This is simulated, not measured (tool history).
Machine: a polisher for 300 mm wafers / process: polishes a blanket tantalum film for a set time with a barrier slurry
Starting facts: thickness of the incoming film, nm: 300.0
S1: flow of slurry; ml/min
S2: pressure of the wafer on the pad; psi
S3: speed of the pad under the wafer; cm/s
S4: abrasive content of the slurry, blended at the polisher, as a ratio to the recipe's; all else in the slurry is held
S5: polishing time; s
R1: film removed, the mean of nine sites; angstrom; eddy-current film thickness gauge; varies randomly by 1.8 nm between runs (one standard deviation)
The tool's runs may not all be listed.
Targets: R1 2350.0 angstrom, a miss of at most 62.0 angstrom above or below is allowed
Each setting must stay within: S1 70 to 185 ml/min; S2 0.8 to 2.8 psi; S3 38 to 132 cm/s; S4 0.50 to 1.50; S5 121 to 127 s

run  hour   S1   S2  S3    S4   S5      R1
  1   0.0  120  1.8  84  1.00  121  1400.2
  2   4.6  120  1.8  84  1.00  127  1467.4
  3  12.9  125  1.9  84  1.00  127  1554.9
  4  13.6  125  1.9  84  0.90  127  1510.3
  5  15.8  125  1.9  84  0.90  121  1437.5
  6  19.2  125  1.9  84  0.90  127  1542.8
  7  22.9  130  2.0  84  0.90  127  1604.4
  8  24.5  130  2.1  84  0.90  127  1686.6
  9  25.2  135  2.2  84  0.90  127  1773.6
 10  26.6  135  2.3  84  0.90  127  1872.8
 11  31.2  135  2.4  84  0.90  127  1945.8

5 next moves are on the table. One of them brings every result within its allowed miss. Which?
  A  35.8  135  2.7   90  0.85  124   ?
  B  35.8  135  2.3   70  0.90  123   ?
  C  35.8  145  2.2   86  0.90  121   ?
  D  35.8  120  2.8   94  1.05  127   ?
  E  35.8  115  2.6  106  0.65  127   ?

move      R1
   A  2248.6
   B  1517.4
   C  1769.0
   D  2559.6
   E  2330.7
A: better than the last run, though not everything is in spec
B: misses by more than the last run did
C: misses by more than the last run did
D: pushes the last run's worst result past its target
E: all results land within tolerance of their targets
The right move is E.
